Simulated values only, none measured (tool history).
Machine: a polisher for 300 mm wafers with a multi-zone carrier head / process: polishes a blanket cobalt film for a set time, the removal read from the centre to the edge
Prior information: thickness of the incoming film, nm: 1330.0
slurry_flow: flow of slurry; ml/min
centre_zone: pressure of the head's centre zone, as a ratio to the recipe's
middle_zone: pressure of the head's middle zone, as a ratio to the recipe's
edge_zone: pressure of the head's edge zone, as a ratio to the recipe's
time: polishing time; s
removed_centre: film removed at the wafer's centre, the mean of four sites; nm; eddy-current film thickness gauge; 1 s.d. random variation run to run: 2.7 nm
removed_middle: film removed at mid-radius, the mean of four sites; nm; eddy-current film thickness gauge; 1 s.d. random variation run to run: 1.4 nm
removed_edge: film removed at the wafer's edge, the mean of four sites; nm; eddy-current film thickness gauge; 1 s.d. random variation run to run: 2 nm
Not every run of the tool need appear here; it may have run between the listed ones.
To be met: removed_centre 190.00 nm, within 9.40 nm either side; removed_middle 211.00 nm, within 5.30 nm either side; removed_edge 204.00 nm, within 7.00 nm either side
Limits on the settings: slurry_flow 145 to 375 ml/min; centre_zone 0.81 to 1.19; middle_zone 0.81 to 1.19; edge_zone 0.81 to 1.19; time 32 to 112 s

run  hour  slurry_flow  centre_zone  middle_zone  edge_zone  time  removed_centre  removed_middle  removed_edge
  1   0.0          240         1.00         1.00       1.00    72          248.52          257.78        244.35
  2   4.4          270         1.00         1.00       1.00    72          251.43          259.73        244.02
  3   7.0          270         1.00         1.00       1.03    72          244.97          260.69        256.16
  4   7.9          270         0.98         0.99       1.02    71          239.76          257.24        247.47
  5  13.6          265         0.96         0.97       1.01    70          223.45          244.64        247.59
  6  15.1          265         0.96         0.89       1.01    70          229.67          228.42        242.37
  7  21.2          260         0.95         0.89       0.99    69          231.79          225.88        235.64
  8  25.8          260         0.93         0.90       0.98    68          214.67          226.90        227.49
  9  30.8          210         0.89         0.86       0.88    66          194.71          204.35        211.72

4 candidate next runs follow, results not yet known. Just one meets every target within its allowed miss. Identify it.
  A  35.8          220         0.96         0.88       0.81    67               ?               ?             ?
  B  35.8          260         0.86         0.89       0.82    65               ?               ?             ?
  C  35.8          275         0.94         0.99       0.81    59               ?               ?             ?
  D  35.8          280         1.02         1.02       0.81    60               ?               ?             ?

move  removed_centre  removed_middle  removed_edge
   A          216.05          214.97        208.67
   B          191.74          214.77        206.52
   C          191.76          214.27        187.05
   D          212.22          223.78        190.41
A: corrects the largest miss of the last run, while another result sits out of spec
B: hits every target within its allowed miss
C: corrects the largest miss of the last run, while another result sits out of spec
D: takes the result that was furthest off past its target
Go with B: it meets all targets.
